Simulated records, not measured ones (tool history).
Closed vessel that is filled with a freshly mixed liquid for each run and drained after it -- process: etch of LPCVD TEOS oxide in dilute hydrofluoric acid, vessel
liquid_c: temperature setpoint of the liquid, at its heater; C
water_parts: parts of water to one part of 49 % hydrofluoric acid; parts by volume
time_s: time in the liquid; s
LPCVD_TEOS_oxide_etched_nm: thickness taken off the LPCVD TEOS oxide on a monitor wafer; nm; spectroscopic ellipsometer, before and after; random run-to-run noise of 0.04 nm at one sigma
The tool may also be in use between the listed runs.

run 1 hour=0.0 | liquid_c=24.0 water_parts=270 time_s=215 | LPCVD_TEOS_oxide_etched_nm=10.3560
run 2 hour=7.6 | liquid_c=23.0 water_parts=270 time_s=215 | LPCVD_TEOS_oxide_etched_nm=10.0080
run 3 hour=9.9 | liquid_c=23.0 water_parts=210 time_s=215 | LPCVD_TEOS_oxide_etched_nm=13.6930
run 4 hour=14.4 | liquid_c=23.0 water_parts=210 time_s=215 | LPCVD_TEOS_oxide_etched_nm=13.7730
run 5 hour=16.4 | liquid_c=23.0 water_parts=210 time_s=135 | LPCVD_TEOS_oxide_etched_nm=8.5703
run 6 hour=23.3 | liquid_c=23.5 water_parts=210 time_s=135 | LPCVD_TEOS_oxide_etched_nm=8.8626

Run 7 has not been measured yet. What should we expect?
run 7 hour=25.8 | liquid_c=23.0 water_parts=210 time_s=135 | LPCVD_TEOS_oxide_etched_nm=?

Run 7 yielded LPCVD_TEOS_oxide_etched_nm 8.6404 nm.
